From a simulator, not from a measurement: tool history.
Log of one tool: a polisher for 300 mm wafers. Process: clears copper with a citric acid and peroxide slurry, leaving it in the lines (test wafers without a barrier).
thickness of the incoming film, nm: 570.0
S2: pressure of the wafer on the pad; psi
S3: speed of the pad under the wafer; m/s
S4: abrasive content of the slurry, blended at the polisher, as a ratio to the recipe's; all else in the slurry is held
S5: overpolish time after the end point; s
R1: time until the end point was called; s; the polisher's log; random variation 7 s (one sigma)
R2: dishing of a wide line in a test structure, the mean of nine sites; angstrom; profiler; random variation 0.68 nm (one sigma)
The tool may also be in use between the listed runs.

{"run": 1, "hour": 0.0, "flow of slurry (ml/min)": 245, "S2": 3.9, "S3": 1.42, "S4": 1, "S5": 23, "R1": 126.21, "R2": 719.27}
{"run": 2, "hour": 3.7, "flow of slurry (ml/min)": 240, "S2": 3.4, "S3": 1.24, "S4": 1, "S5": 22, "R1": 154.12, "R2": 586.24}
{"run": 3, "hour": 10.7, "flow of slurry (ml/min)": 240, "S2": 3.4, "S3": 0.88, "S4": 1, "S5": 22, "R1": 224.07, "R2": 435.83}
{"run": 4, "hour": 11.8, "flow of slurry (ml/min)": 240, "S2": 3.4, "S3": 0.88, "S4": 1, "S5": 14, "R1": 229.55, "R2": 286.73}
{"run": 5, "hour": 18.6, "flow of slurry (ml/min)": 240, "S2": 3, "S3": 0.84, "S4": 1, "S5": 16, "R1": 263.1, "R2": 278.15}
{"run": 6, "hour": 27.3, "flow of slurry (ml/min)": 240, "S2": 2, "S3": 0.84, "S4": 1, "S5": 16, "R1": 374.49, "R2": 196.18}
{"run": 7, "hour": 31.6, "flow of slurry (ml/min)": 240, "S2": 2, "S3": 0.84, "S4": 1, "S5": 18, "R1": 392.61, "R2": 218.12}
{"run": 8, "hour": 39.9, "flow of slurry (ml/min)": 240, "S2": 2.5, "S3": 0.86, "S4": 1, "S5": 22, "R1": 311.59, "R2": 300.25}

The next listed run, before its measurement:
{"run": 9, "hour": 45.8, "flow of slurry (ml/min)": 240, "S2": 2.5, "S3": 0.86, "S4": 1, "S5": 22, "R1": "?", "R2": "?"}

Run 9 gave R1 309.29 s, R2 322.08 angstrom.
